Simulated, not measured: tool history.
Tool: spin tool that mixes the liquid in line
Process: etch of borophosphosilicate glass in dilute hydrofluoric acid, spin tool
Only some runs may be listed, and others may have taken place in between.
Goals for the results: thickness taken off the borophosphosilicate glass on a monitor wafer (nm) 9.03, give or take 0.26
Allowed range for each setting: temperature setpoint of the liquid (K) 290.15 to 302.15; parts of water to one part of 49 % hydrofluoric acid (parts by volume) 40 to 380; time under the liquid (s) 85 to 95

| run | day | temperature setpoint of the liquid (K) | parts of water to one part of 49 % hydrofluoric acid (parts by volume) | time under the liquid (s) | thickness taken off the borophosphosilicate glass on a monitor wafer (nm) |
|---|---|---|---|---|---|
| 1 | 0 | 294.15 | 210 | 85 | 15.345 |
| 2 | 0.204 | 290.65 | 210 | 85 | 13.459 |
| 3 | 0.346 | 290.65 | 225 | 85 | 12.427 |
| 4 | 0.55 | 290.65 | 240 | 85 | 11.405 |
| 5 | 0.758 | 290.65 | 185 | 85 | 15.671 |
| 6 | 1.092 | 290.65 | 205 | 85 | 13.884 |
| 7 | 1.362 | 290.65 | 220 | 85 | 12.795 |
| 8 | 1.529 | 290.65 | 220 | 85 | 12.806 |

Which of these 5 next moves meets every target?
| A | 1.696 | 290.65 | 270 | 85 | ? |
| B | 1.696 | 290.15 | 265 | 85 | ? |
| C | 1.696 | 291.15 | 275 | 85 | ? |
| D | 1.696 | 291.15 | 295 | 85 | ? |
| E | 1.696 | 291.15 | 280 | 85 | ? |

| move | thickness taken off the borophosphosilicate glass on a monitor wafer (nm) |
|---|---|
| A | 9.922 |
| B | 9.9599 |
| C | 9.8857 |
| D | 9.0575 |
| E | 9.667 |
A: closer than the last run, but not yet in spec
B: closer than the last run, but not yet in spec
C: closer than the last run, but not yet in spec
D: all results in spec
E: closer than the last run, but not yet in spec
Move D is the one to make.
